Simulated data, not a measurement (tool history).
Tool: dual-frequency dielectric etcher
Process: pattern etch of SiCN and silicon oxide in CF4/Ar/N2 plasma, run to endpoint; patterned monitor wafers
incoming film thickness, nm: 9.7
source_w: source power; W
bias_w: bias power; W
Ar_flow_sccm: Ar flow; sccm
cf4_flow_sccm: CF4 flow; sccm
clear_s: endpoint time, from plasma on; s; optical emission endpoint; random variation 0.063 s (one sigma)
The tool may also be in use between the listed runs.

Run 1, hour 0.0: source_w 560 W, bias_w 53 W, Ar_flow_sccm 107 sccm, cf4_flow_sccm 50 sccm. Result: clear_s 10.328 s.
Run 2, hour 6.8: source_w 460 W, bias_w 53 W, Ar_flow_sccm 107 sccm, cf4_flow_sccm 50 sccm. Result: clear_s 12.729 s.
Run 3, hour 15.0: source_w 430 W, bias_w 53 W, Ar_flow_sccm 107 sccm, cf4_flow_sccm 50 sccm. Result: clear_s 13.724 s.
Run 4, hour 16.4: source_w 430 W, bias_w 53 W, Ar_flow_sccm 107 sccm, cf4_flow_sccm 44 sccm. Result: clear_s 14.250 s.
Run 5, hour 24.4: source_w 430 W, bias_w 53 W, Ar_flow_sccm 107 sccm, cf4_flow_sccm 49 sccm. Result: clear_s 13.768 s.
Run 6, hour 30.0: source_w 410 W, bias_w 53 W, Ar_flow_sccm 107 sccm, cf4_flow_sccm 49 sccm. Result: clear_s 14.442 s.

Run 7 comes next. What will it give?
Run 7, hour 38.8: source_w 400 W, bias_w 53 W, Ar_flow_sccm 107 sccm, cf4_flow_sccm 49 sccm. Result: clear_s ?.

clear_s: 14.933 s
